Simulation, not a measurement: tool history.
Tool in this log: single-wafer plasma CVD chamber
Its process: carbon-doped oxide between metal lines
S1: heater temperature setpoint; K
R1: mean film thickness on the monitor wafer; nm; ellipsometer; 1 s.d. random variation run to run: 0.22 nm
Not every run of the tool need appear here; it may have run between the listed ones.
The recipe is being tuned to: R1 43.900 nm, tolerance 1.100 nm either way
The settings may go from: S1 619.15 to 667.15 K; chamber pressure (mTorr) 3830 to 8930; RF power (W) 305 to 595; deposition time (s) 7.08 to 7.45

Run 1, day 0.000: S1 643.15 K, chamber pressure (mTorr) 6380, RF power (W) 450, deposition time (s) 7.45. Result: R1 36.202 nm.
Run 2, day 0.346: S1 642.15 K, chamber pressure (mTorr) 6500, RF power (W) 475, deposition time (s) 7.45. Result: R1 37.814 nm.
Run 3, day 0.379: S1 642.15 K, chamber pressure (mTorr) 5810, RF power (W) 475, deposition time (s) 7.45. Result: R1 37.331 nm.
Run 4, day 0.446: S1 641.15 K, chamber pressure (mTorr) 5970, RF power (W) 495, deposition time (s) 7.45. Result: R1 38.499 nm.
Run 5, day 0.621: S1 640.15 K, chamber pressure (mTorr) 6120, RF power (W) 515, deposition time (s) 7.45. Result: R1 39.471 nm.
Run 6, day 0.662: S1 646.15 K, chamber pressure (mTorr) 6120, RF power (W) 515, deposition time (s) 7.45. Result: R1 38.893 nm.
Run 7, day 0.762: S1 644.15 K, chamber pressure (mTorr) 6270, RF power (W) 530, deposition time (s) 7.45. Result: R1 39.701 nm.
Run 8, day 1.112: S1 642.15 K, chamber pressure (mTorr) 6350, RF power (W) 545, deposition time (s) 7.45. Result: R1 40.777 nm.
Run 9, day 1.396: S1 641.15 K, chamber pressure (mTorr) 6420, RF power (W) 555, deposition time (s) 7.45. Result: R1 40.985 nm.
Run 10, day 1.600: S1 638.15 K, chamber pressure (mTorr) 6490, RF power (W) 565, deposition time (s) 7.45. Result: R1 42.259 nm.
Run 11, day 1.800: S1 637.15 K, chamber pressure (mTorr) 6530, RF power (W) 570, deposition time (s) 7.45. Result: R1 42.677 nm.
Run 12, day 2.079: S1 636.15 K, chamber pressure (mTorr) 6560, RF power (W) 575, deposition time (s) 7.45. Result: R1 42.734 nm.
Run 13, day 2.212: S1 636.15 K, chamber pressure (mTorr) 6560, RF power (W) 575, deposition time (s) 7.45. Result: R1 42.596 nm.

Of the 4 settings listed for the next run, only one would bring every result within its allowed miss of target. Which one?
Run A, day 2.346: S1 638.15 K, chamber pressure (mTorr) 6190, RF power (W) 560, deposition time (s) 7.18. Result: R1 ?.
Run B, day 2.346: S1 640.15 K, chamber pressure (mTorr) 6840, RF power (W) 575, deposition time (s) 7.45. Result: R1 ?.
Run C, day 2.346: S1 626.15 K, chamber pressure (mTorr) 6800, RF power (W) 565, deposition time (s) 7.45. Result: R1 ?.
Run D, day 2.346: S1 642.15 K, chamber pressure (mTorr) 6090, RF power (W) 555, deposition time (s) 7.45. Result: R1 ?.

move      R1
   A  39.964
   B  42.175
   C  43.518
   D  40.715
A: the biggest miss grows against the last run
B: the biggest miss grows against the last run
C: meets every target
D: the biggest miss grows against the last run
So the answer is move C, the one that meets all the targets.
